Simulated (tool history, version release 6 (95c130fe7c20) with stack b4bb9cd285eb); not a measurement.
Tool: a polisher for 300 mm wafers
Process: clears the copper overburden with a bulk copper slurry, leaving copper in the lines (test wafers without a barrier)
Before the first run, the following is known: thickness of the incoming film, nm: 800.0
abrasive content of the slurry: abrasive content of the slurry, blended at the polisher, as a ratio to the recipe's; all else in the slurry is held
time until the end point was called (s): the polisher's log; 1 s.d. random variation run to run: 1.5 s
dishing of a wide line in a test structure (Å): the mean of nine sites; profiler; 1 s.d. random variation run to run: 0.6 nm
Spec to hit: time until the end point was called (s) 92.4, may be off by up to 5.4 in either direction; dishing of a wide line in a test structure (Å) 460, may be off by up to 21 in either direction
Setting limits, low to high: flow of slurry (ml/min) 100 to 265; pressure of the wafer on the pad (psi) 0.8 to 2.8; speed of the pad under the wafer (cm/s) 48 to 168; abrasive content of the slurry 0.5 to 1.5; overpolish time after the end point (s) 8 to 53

run    day  flow of slurry (ml/min)  pressure of the wafer on the pad (psi)  speed of the pad under the wafer (cm/s)  abrasive content of the slurry  overpolish time after the end point (s)  time until the end point was called (s)  dishing of a wide line in a test structure (Å)
  1      0                      170                                     1.8                                      108                               1                                       27                                   129.95                                          825.01
  2  0.025                      170                                     1.8                                      130                               1                                       27                                   107.28                                          882.87
  3   0.35                      195                                     1.5                                      140                            1.15                                       22                                   107.68                                          774.21
  4  0.592                      210                                     1.3                                      148                            1.25                                       18                                   110.97                                          668.18
  5  0.967                      225                                     1.2                                      154                             1.3                                       15                                   110.32                                           604.7
  6  1.042                      225                                     1.6                                      154                             1.3                                       15                                   94.044                                          686.11
  7  1.167                      235                                     1.4                                      158                            1.35                                       13                                   96.021                                           614.8
  8  1.325                      245                                     1.3                                      160                             1.4                                       12                                   99.888                                          569.41
  9  1.483                      250                                     1.3                                      162                            1.45                                       11                                   95.603                                          543.79
 10  1.779                      255                                     1.3                                      164                            1.45                                       10                                   97.141                                          517.75
 11    1.9                      260                                     1.3                                      166                            1.45                                        9                                   94.913                                          486.54

Consider the 5 candidate settings below. Which is the only one whose results all fall within their allowed miss of target?
  A  2.021                      265                                     1.2                                      150                            1.45                                       12                                        ?                                               ?
  B  2.021                      265                                     1.4                                      142                             1.3                                        8                                        ?                                               ?
  C  2.021                      265                                     1.1                                      168                             1.3                                       11                                        ?                                               ?
  D  2.021                      265                                     1.7                                      164                             1.3                                        8                                        ?                                               ?
  E  2.021                      265                                     1.5                                      158                            1.25                                        8                                        ?                                               ?

move  time until the end point was called (s)  dishing of a wide line in a test structure (Å)
   A                                   106.33                                          534.08
   B                                   103.85                                           410.6
   C                                   102.02                                          513.47
   D                                   79.359                                          510.65
   E                                   90.051                                          460.12
A: misses by more than the last run did
B: pushes the last run's worst result past its target
C: misses by more than the last run did
D: misses by more than the last run did
E: hits every target within its allowed miss
E is the move that brings every result within its allowed miss.

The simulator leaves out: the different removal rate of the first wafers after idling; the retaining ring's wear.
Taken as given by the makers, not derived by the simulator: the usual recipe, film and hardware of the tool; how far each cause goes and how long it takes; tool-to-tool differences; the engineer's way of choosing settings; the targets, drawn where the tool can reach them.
